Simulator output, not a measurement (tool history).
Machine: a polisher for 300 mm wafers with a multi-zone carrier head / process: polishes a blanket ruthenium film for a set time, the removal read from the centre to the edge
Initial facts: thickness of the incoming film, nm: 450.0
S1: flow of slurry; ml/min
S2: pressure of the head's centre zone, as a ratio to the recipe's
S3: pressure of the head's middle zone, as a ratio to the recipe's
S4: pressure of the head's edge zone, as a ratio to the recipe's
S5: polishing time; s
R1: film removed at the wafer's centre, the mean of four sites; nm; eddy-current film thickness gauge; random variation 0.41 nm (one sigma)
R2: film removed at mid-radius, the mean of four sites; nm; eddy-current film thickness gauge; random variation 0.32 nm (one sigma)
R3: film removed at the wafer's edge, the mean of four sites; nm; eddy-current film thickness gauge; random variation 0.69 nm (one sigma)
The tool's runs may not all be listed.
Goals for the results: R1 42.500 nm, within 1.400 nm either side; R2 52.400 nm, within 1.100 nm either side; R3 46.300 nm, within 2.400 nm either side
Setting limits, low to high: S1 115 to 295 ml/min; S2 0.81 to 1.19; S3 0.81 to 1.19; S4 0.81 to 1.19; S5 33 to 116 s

run 1 hour=0.0 | S1=190 S2=1.00 S3=1.00 S4=1.00 S5=74 | R1=75.649 R2=74.448 R3=74.452
run 2 hour=5.9 | S1=190 S2=1.00 S3=0.93 S4=1.00 S5=74 | R1=75.216 R2=69.205 R3=75.286
run 3 hour=11.2 | S1=190 S2=1.00 S3=0.85 S4=1.00 S5=74 | R1=76.413 R2=64.562 R3=75.470
run 4 hour=13.8 | S1=190 S2=1.03 S3=0.85 S4=1.00 S5=74 | R1=79.429 R2=64.538 R3=74.352
run 5 hour=17.3 | S1=165 S2=1.03 S3=0.85 S4=1.00 S5=74 | R1=75.523 R2=63.429 R3=75.337
run 6 hour=22.1 | S1=180 S2=0.96 S3=0.92 S4=0.94 S5=64 | R1=61.957 R2=59.922 R3=64.011
run 7 hour=30.2 | S1=195 S2=0.92 S3=0.96 S4=0.90 S5=57 | R1=54.127 R2=55.740 R3=54.978
run 8 hour=31.8 | S1=145 S2=0.82 S3=1.05 S4=0.83 S5=51 | R1=40.830 R2=50.826 R3=44.825

Which of these 5 next moves meets every target?
run A hour=33.4 | S1=125 S2=0.81 S3=0.95 S4=0.97 S5=55 | R1=? R2=? R3=?
run B hour=33.4 | S1=165 S2=0.90 S3=1.10 S4=0.83 S5=47 | R1=? R2=? R3=?
run C hour=33.4 | S1=115 S2=0.82 S3=1.09 S4=0.86 S5=51 | R1=? R2=? R3=?
run D hour=33.4 | S1=130 S2=0.84 S3=1.06 S4=0.81 S5=53 | R1=? R2=? R3=?
run E hour=33.4 | S1=140 S2=0.81 S3=1.07 S4=0.84 S5=51 | R1=? R2=? R3=?

move=A R1=42.608 R2=50.119 R3=53.080
move=B R1=42.822 R2=50.883 R3=43.637
move=C R1=39.289 R2=51.355 R3=45.930
move=D R1=42.990 R2=53.380 R3=47.297
move=E R1=40.497 R2=52.490 R3=46.688
A: further off than the last run
B: as far off as the last run
C: gets the furthest-off result to its target, but another result is out of tolerance
D: all results in spec
E: gets the furthest-off result to its target, but another result is out of tolerance
D meets every target.
